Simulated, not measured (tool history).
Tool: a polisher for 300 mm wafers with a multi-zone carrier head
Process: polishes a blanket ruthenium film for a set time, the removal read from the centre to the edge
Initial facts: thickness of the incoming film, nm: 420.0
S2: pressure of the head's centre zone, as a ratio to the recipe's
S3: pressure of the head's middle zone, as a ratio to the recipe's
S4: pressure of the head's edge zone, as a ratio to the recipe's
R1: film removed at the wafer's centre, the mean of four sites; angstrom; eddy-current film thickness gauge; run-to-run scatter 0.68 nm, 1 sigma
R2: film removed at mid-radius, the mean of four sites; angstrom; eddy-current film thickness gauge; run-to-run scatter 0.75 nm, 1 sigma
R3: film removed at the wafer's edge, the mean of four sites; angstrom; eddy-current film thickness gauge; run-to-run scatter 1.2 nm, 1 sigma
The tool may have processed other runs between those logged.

{"run": 1, "hour": 0.0, "flow of slurry (ml/min)": 315, "S2": 1.0, "S3": 1.0, "S4": 1.0, "polishing time (s)": 66, "R1": 673.72, "R2": 682.17, "R3": 677.32}
{"run": 2, "hour": 8.8, "flow of slurry (ml/min)": 310, "S2": 0.98, "S3": 1.0, "S4": 1.04, "polishing time (s)": 73, "R1": 719.54, "R2": 755.25, "R3": 767.97}
{"run": 3, "hour": 15.4, "flow of slurry (ml/min)": 310, "S2": 0.98, "S3": 0.92, "S4": 1.04, "polishing time (s)": 73, "R1": 733.73, "R2": 706.23, "R3": 775.0}
{"run": 4, "hour": 21.5, "flow of slurry (ml/min)": 345, "S2": 0.98, "S3": 0.92, "S4": 1.04, "polishing time (s)": 73, "R1": 743.71, "R2": 715.82, "R3": 767.53}
{"run": 5, "hour": 25.0, "flow of slurry (ml/min)": 315, "S2": 0.98, "S3": 0.92, "S4": 1.04, "polishing time (s)": 73, "R1": 735.21, "R2": 712.13, "R3": 764.51}
{"run": 6, "hour": 27.6, "flow of slurry (ml/min)": 295, "S2": 0.97, "S3": 0.94, "S4": 1.07, "polishing time (s)": 78, "R1": 774.75, "R2": 768.03, "R3": 811.74}
{"run": 7, "hour": 33.0, "flow of slurry (ml/min)": 385, "S2": 0.87, "S3": 0.97, "S4": 1.17, "polishing time (s)": 96, "R1": 861.01, "R2": 981.05, "R3": 1074.7}

Estimate the outcome of run 8 from the log above:
{"run": 8, "hour": 41.7, "flow of slurry (ml/min)": 385, "S2": 0.88, "S3": 0.98, "S4": 1.17, "polishing time (s)": 97, "R1": "?", "R2": "?", "R3": "?"}

Run 8 produced R1 879.93 angstrom, R2 1016.80 angstrom, R3 1071.90 angstrom.
